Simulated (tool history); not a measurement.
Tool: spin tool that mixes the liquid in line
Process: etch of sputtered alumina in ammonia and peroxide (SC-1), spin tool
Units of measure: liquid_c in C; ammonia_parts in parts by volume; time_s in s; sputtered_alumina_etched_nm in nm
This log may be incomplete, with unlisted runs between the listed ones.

run,hour,liquid_c,ammonia_parts,time_s,sputtered_alumina_etched_nm
1,0,63,0.7,15,2.1377
2,4.2,63,0.95,15,2.1878
3,6.3,69.5,0.95,15,2.9853
4,14.7,69.5,0.95,15,3.0376
5,15.6,69.5,0.8,15,2.9486
6,21.6,69,0.8,15,2.8931
7,28.1,68.5,0.8,15,2.8184
8,32,68,0.8,15,2.7133

Run 9, settings as shown, results not yet in. Your forecast:
9,34.2,67,0.8,15,?

sputtered_alumina_etched_nm: 2.6183 nm

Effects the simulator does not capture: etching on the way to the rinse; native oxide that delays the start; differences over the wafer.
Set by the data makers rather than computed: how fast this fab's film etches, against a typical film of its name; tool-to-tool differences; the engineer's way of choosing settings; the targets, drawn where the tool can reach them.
